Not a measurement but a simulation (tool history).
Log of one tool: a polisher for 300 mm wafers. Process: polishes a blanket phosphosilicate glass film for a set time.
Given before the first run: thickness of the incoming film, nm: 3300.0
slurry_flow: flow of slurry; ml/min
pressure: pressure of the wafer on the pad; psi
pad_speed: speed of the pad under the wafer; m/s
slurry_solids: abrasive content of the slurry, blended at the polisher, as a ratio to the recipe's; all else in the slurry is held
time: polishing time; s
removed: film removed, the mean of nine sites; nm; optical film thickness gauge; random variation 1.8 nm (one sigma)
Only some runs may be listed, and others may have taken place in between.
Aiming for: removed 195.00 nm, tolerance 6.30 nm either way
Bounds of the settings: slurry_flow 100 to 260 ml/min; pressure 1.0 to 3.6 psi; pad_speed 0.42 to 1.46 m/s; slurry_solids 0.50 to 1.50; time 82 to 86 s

| run | hour | slurry_flow | pressure | pad_speed | slurry_solids | time | removed |
|---|---|---|---|---|---|---|---|
| 1 | 0.0 | 165 | 2.3 | 0.94 | 1.00 | 82 | 414.52 |
| 2 | 3.2 | 165 | 2.6 | 0.94 | 1.00 | 82 | 474.98 |
| 3 | 9.2 | 165 | 2.6 | 0.94 | 1.00 | 82 | 469.68 |
| 4 | 18.0 | 160 | 2.3 | 0.90 | 1.00 | 82 | 402.67 |
| 5 | 21.3 | 160 | 2.3 | 0.72 | 1.00 | 82 | 333.20 |
| 6 | 24.6 | 160 | 2.0 | 0.72 | 1.00 | 82 | 295.63 |
| 7 | 29.1 | 155 | 1.8 | 0.72 | 1.00 | 82 | 269.43 |
| 8 | 31.2 | 150 | 1.6 | 0.72 | 1.00 | 82 | 238.81 |

Exercise: of the 4 proposed moves below, exactly one satisfies all targets within the stated allowed misses. Which move is it?
| A | 33.3 | 155 | 2.0 | 0.46 | 1.05 | 83 | ? |
| B | 33.3 | 140 | 1.6 | 0.58 | 1.00 | 86 | ? |
| C | 33.3 | 135 | 1.3 | 0.76 | 1.15 | 82 | ? |
| D | 33.3 | 185 | 1.7 | 0.48 | 0.95 | 86 | ? |

| move | removed |
|---|---|
| A | 209.92 |
| B | 204.55 |
| C | 207.96 |
| D | 189.67 |
A: nearer the targets than the last run, but a result is still out of spec
B: nearer the targets than the last run, but a result is still out of spec
C: nearer the targets than the last run, but a result is still out of spec
D: in spec on every target
Correct choice: D, which meets every target
